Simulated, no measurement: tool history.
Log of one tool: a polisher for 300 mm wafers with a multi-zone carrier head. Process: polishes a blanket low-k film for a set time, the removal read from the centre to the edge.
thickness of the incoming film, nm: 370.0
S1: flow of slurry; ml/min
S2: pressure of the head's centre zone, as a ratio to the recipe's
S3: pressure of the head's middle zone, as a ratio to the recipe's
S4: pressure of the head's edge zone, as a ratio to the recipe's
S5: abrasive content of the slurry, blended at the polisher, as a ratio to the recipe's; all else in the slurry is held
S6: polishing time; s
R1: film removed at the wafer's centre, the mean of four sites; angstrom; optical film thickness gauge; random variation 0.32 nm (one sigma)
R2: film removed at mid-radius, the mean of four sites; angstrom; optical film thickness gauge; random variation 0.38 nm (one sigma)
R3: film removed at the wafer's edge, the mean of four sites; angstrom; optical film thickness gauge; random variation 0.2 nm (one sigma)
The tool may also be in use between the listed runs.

run,hour,S1,S2,S3,S4,S5,S6,R1,R2,R3
1,0.0,300,1.00,1.00,1.00,1.00,59,263.60,236.54,231.74
2,4.6,300,1.00,1.00,1.00,1.00,71,315.86,285.98,275.49
3,10.7,355,1.00,1.00,1.00,1.00,71,317.65,287.63,280.47
4,11.3,355,1.00,1.00,1.00,1.20,71,351.40,320.98,309.25
5,13.7,355,1.04,1.00,1.00,1.20,71,365.59,314.03,307.95
6,14.4,355,1.01,0.96,1.00,1.15,71,343.94,300.52,298.63
7,17.7,355,0.99,0.92,1.02,1.15,71,337.21,290.24,301.97

Forecast run 8:
8,23.8,355,0.97,0.89,1.02,1.15,71,?,?,?

R1: 339.82 angstrom
R2: 284.70 angstrom
R3: 303.82 angstrom
